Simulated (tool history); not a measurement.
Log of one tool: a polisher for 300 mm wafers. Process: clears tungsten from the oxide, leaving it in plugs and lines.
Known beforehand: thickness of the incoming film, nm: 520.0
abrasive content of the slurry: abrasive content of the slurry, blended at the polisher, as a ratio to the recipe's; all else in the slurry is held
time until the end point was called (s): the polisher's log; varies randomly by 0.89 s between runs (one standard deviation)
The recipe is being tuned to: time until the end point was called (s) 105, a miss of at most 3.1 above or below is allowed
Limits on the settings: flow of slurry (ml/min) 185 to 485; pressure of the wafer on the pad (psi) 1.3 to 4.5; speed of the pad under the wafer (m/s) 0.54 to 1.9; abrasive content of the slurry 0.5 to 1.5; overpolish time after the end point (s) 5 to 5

run  hour  flow of slurry (ml/min)  pressure of the wafer on the pad (psi)  speed of the pad under the wafer (m/s)  abrasive content of the slurry  overpolish time after the end point (s)  time until the end point was called (s)
  1     0                      310                                     2.9                                    1.22                               1                                        5                                   124.74
  2   6.4                      310                                     2.2                                    1.22                               1                                        5                                   163.81
  3  10.6                      310                                     2.2                                    1.46                               1                                        5                                   139.03
  4  17.7                      310                                     2.3                                    1.46                               1                                        5                                    130.2
  5    22                      310                                     2.1                                    1.46                               1                                        5                                   142.61
  6  28.6                      310                                     2.1                                    1.46                               1                                        5                                   145.14
  7  34.9                      310                                     2.2                                    1.46                               1                                        5                                   138.21
  8  38.5                      310                                     2.3                                    1.46                               1                                        5                                   133.59
  9  42.1                      315                                     3.1                                    1.48                               1                                        5                                    97.85
 10  50.1                      315                                       3                                    1.48                               1                                        5                                   100.19

Which one of the following 5 next-run settings gets every result inside its allowed miss? There is exactly one.
  A  58.1                      305                                     2.8                                    1.38                            1.05                                        5                                        ?
  B  58.1                      380                                     2.3                                    1.62                            1.25                                        5                                        ?
  C  58.1                      345                                       3                                    1.58                            0.95                                        5                                        ?
  D  58.1                      330                                     2.9                                    1.52                            0.85                                        5                                        ?
  E  58.1                      250                                     3.1                                    1.28                               1                                        5                                        ?

move  time until the end point was called (s)
   A                                   113.37
   B                                   110.93
   C                                   93.769
   D                                   103.27
   E                                   114.06
A: moves the result that the last run missed by most past its target, out the other side
B: moves the result that the last run missed by most past its target, out the other side
C: lands further from the targets than the last run did
D: in spec on every target
E: moves the result that the last run missed by most past its target, out the other side
D meets every target.
